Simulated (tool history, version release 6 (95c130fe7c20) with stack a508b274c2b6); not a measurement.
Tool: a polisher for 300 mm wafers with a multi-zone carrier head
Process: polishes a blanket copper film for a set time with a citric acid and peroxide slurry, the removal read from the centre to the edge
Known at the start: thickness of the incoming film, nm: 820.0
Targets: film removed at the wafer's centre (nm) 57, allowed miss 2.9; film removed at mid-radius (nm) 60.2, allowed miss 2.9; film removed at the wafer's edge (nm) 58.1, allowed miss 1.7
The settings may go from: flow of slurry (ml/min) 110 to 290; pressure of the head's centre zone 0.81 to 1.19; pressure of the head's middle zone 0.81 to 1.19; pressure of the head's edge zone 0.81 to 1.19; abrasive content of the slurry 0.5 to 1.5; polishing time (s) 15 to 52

run,hour,flow of slurry (ml/min),pressure of the head's centre zone,pressure of the head's middle zone,pressure of the head's edge zone,abrasive content of the slurry,polishing time (s),film removed at the wafer's centre (nm),film removed at mid-radius (nm),film removed at the wafer's edge (nm)
1,0,185,1,1,1,1,33,95.765,95.787,94.466
2,7.8,180,0.99,0.99,0.98,0.9,31,84.651,89.119,85.583
3,10,180,0.99,0.99,1.04,0.9,31,86.656,86.097,88.057
4,12.1,175,0.99,0.98,1.02,0.85,30,82.067,80.718,84.185
5,15.9,175,0.99,0.92,1.02,0.85,30,81.681,78.562,85.487
6,24.1,140,0.99,0.92,1.02,0.85,30,76.146,72.679,80.34
7,26.6,135,0.99,0.93,1,0.8,29,71.966,69.913,76.053
8,32.9,130,0.99,0.94,0.98,0.75,28,67.738,66.189,71.38
9,38.6,130,0.99,0.95,0.96,0.7,28,67.993,67.001,69.492
10,44.6,125,0.98,0.95,0.94,0.65,28,66.368,64.631,68.633
11,48.2,125,0.97,0.96,0.93,0.65,28,65.498,67.034,67.93
12,56.8,125,0.97,0.96,0.92,0.6,28,65.523,63.94,66.132
# hour 59: slurry nozzle cleaned
13,59,125,0.96,0.97,0.91,0.6,28,69.281,67.848,68.823

Which of these 5 next moves meets every target?
A,61.2,115,0.96,1.02,0.9,0.75,23,?,?,?
B,61.2,110,0.89,0.96,0.89,0.55,27,?,?,?
C,61.2,135,1.03,0.95,0.86,0.5,32,?,?,?
D,61.2,110,0.98,1,1.01,0.6,30,?,?,?
E,61.2,160,1.09,0.97,0.81,0.5,31,?,?,?

move,film removed at the wafer's centre (nm),film removed at mid-radius (nm),film removed at the wafer's edge (nm)
A,56.915,58.837,56.916
B,59.836,61.867,63.036
C,82.278,76.03,75.863
D,71.614,71.982,74.37
E,86.485,77.873,73.932
A: meets every target
B: nearer than the last run, and not there yet
C: further off than the last run
D: further off than the last run
E: further off than the last run
The right move is A.
